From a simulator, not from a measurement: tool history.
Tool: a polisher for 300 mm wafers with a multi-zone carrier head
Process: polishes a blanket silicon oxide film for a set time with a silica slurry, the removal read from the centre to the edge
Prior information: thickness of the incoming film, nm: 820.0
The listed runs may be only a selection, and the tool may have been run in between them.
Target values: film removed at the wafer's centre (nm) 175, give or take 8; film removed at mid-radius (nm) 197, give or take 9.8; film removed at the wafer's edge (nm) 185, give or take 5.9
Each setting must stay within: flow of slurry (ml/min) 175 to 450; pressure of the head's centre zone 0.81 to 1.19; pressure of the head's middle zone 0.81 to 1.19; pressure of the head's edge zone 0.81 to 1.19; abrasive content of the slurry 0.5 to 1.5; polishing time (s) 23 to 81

run  hour  flow of slurry (ml/min)  pressure of the head's centre zone  pressure of the head's middle zone  pressure of the head's edge zone  abrasive content of the slurry  polishing time (s)  film removed at the wafer's centre (nm)  film removed at mid-radius (nm)  film removed at the wafer's edge (nm)
  1     0                      290                                   1                                   1                                 1                               1                  52                                   142.48                           141.02                                 142.27
  2   5.7                      290                                   1                                1.05                                 1                               1                  52                                   142.96                            146.8                                  141.2
  3   6.6                      290                                0.99                                1.08                              1.03                            1.15                  52                                   147.66                           161.24                                 151.07
  4   8.9                      295                                   1                                1.09                              1.06                            1.25                  52                                   149.87                           165.29                                 157.31
  5  13.4                      295                                1.01                                 1.1                              1.07                            1.35                  53                                   159.95                           170.14                                 161.12
  6  14.2                      295                                1.01                                1.05                              1.07                            1.35                  53                                   159.91                           166.31                                 160.91
  7  15.5                      295                                1.01                                1.07                              1.09                             1.4                  54                                   164.09                           179.93                                 168.56
  8  18.3                      295                                1.01                                1.06                              1.11                            1.45                  55                                   166.87                           180.19                                 176.39
  9  22.9                      300                                1.01                                1.08                              1.11                            1.45                  55                                   168.67                           181.83                                 177.05
 10  28.7                      300                                1.01                                 1.1                              1.11                            1.45                  55                                   166.56                           181.81                                  176.6

Which one of the following 5 next-run settings gets every result inside its allowed miss? There is exactly one.
  A  34.5                      290                                1.05                                 1.1                              1.15                            1.15                  53                                        ?                                ?                                      ?
  B  34.5                      250                                1.01                                1.02                              1.16                            1.45                  56                                        ?                                ?                                      ?
  C  34.5                      180                                1.01                                1.13                              1.06                             1.5                  61                                        ?                                ?                                      ?
  D  34.5                      235                                1.14                                1.03                              1.16                            1.25                  57                                        ?                                ?                                      ?
  E  34.5                      205                                0.95                                1.17                              1.01                            1.45                  56                                        ?                                ?                                      ?

move  film removed at the wafer's centre (nm)  film removed at mid-radius (nm)  film removed at the wafer's edge (nm)
   A                                   158.54                           166.03                                 161.79
   B                                   170.31                           173.25                                 181.67
   C                                   179.33                           199.86                                    185
   D                                   182.94                           169.19                                 176.32
   E                                   157.86                           190.53                                 166.27
A: moves away from the targets compared with the last run
B: moves away from the targets compared with the last run
C: meets every target
D: moves away from the targets compared with the last run
E: meets the target for the result that was furthest off, but another lies outside its allowed miss
The right move is C.
